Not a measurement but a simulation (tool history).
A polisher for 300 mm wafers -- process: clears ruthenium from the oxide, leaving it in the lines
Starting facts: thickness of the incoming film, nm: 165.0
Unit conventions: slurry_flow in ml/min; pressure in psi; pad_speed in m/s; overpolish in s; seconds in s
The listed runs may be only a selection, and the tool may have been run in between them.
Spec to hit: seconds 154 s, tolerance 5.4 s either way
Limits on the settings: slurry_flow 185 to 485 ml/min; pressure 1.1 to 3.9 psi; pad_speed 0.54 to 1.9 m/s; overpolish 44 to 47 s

run	hour	slurry_flow	pressure	pad_speed	overpolish	seconds
1	0	310	2.5	1.22	44	118.7
2	8.8	310	2.5	1.52	44	95.34
3	9.5	310	2.2	1.52	44	105.35
4	13.8	310	2	1.52	44	112.97
5	17.1	310	1.8	1.52	44	123.65
# hour 25.3: worn pad replaced by a new one
6	25.3	310	1.8	1.24	44	133.25
7	28.7	310	1.4	1.22	44	163.62
8	31.1	310	1.4	1.22	44	163.62

5 next moves are on the table. One of them brings every result within its allowed miss. Which?
A	33.5	185	1.1	1.4	47	?
B	33.5	290	1.1	1.36	44	?
C	33.5	415	2	0.96	47	?
D	33.5	310	1.4	1.14	45	?
E	33.5	435	2.4	0.76	47	?

move	seconds
A	181.87
B	175.91
C	155.68
D	175.95
E	167.83
A: its largest miss is bigger than the last run's
B: its largest miss is bigger than the last run's
C: meets every target
D: its largest miss is bigger than the last run's
E: its largest miss is bigger than the last run's
C meets every target.
